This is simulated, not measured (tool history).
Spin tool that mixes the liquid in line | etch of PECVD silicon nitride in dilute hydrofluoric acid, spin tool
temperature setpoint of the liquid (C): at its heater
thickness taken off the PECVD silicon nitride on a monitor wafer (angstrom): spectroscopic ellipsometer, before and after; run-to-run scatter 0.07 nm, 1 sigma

run	hour	temperature setpoint of the liquid (C)	parts of water to one part of 49 % hydrofluoric acid (parts by volume)	time under the liquid (s)	thickness taken off the PECVD silicon nitride on a monitor wafer (angstrom)
1	0	23	45	85	53.112
2	6.8	25	45	85	60.542
3	7.5	26.5	45	85	66.969
4	8.6	23.5	45	85	54.295
5	10.1	23.5	30	85	79.738
6	15.3	23.5	30	60	57.694
7	19.6	27.5	30	60	74.631

Run 8 is up next; what results do you expect?
8	22	28	30	60	?

thickness taken off the PECVD silicon nitride on a monitor wafer (angstrom): 77.489
